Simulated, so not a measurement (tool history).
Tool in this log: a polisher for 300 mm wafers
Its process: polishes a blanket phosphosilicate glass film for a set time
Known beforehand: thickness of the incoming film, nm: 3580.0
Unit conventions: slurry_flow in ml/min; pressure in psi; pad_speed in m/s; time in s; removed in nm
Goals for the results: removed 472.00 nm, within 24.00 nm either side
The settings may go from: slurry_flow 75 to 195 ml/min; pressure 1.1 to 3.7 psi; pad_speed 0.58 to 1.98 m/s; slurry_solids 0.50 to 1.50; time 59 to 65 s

run    day  slurry_flow  pressure  pad_speed  slurry_solids  time  removed
  1  0.000          125       2.4       1.28           1.00    65   598.13
  2  0.125          125       2.4       1.28           1.00    65   602.66
  3  0.250          125       2.8       1.28           1.00    65   653.29
  4  0.625          150       2.8       1.28           1.00    65   689.67
  5  0.742          150       2.5       1.24           1.00    65   602.08
  6  1.000          150       2.1       1.24           1.00    65   571.64
  7  1.033          145       1.9       1.22           1.00    65   504.03
  8  1.162          145       1.8       1.22           1.00    65   500.59

Exactly one of the 5 candidate moves below puts every result within its allowed miss. Which one?
  A  1.292          140       1.9       1.34           0.95    65        ?
  B  1.292          130       2.5       1.14           0.90    61        ?
  C  1.292          165       2.2       1.14           1.05    65        ?
  D  1.292           75       1.7       1.26           1.20    59        ?
  E  1.292          175       2.0       1.30           0.80    59        ?

move  removed
   A   520.94
   B   512.49
   C   553.65
   D   406.07
   E   465.80
A: its largest miss is bigger than the last run's
B: its largest miss is bigger than the last run's
C: its largest miss is bigger than the last run's
D: takes the result that was furthest off past its target
E: every result lands within tolerance
E meets every target.
